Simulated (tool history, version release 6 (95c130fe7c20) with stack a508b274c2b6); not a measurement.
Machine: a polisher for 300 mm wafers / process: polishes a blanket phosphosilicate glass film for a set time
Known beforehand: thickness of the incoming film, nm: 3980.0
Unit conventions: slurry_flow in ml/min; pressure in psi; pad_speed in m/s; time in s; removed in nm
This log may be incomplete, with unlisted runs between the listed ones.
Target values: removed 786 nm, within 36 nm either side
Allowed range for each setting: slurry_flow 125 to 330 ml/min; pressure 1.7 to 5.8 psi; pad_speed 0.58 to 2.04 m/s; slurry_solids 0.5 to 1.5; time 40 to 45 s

run	hour	slurry_flow	pressure	pad_speed	slurry_solids	time	removed
1	0	210	3.7	1.3	1	45	568.28
2	5.8	210	4.3	1.3	1	45	634.25
3	10.4	210	4.3	1.3	0.85	45	612.81
4	18.2	260	4.3	1.3	0.85	45	635.65
5	24.5	260	4.5	1.3	0.85	45	672.31
6	30.8	260	4.6	1.3	0.85	45	682.69
7	33.2	260	4.7	1.3	0.85	45	694.96
8	41.2	260	4.8	1.3	0.85	45	702.62

Next run, 5 choices. One meets every target within its allowed miss, the rest don't. Which?
A	49.2	280	4.1	1.6	0.5	45	?
B	49.2	330	5.8	1.5	0.8	41	?
C	49.2	300	5.6	1.04	1.15	45	?
D	49.2	330	4.3	1.28	0.7	45	?
E	49.2	300	4.6	1.2	0.9	40	?

move	removed
A	605.57
B	852.62
C	761.38
D	596.15
E	576.31
A: its largest miss is bigger than the last run's
B: the result that was furthest off in the last run now lies on the other side of its target
C: all results land within tolerance of their targets
D: its largest miss is bigger than the last run's
E: its largest miss is bigger than the last run's
So the answer is move C, the one that meets all the targets.
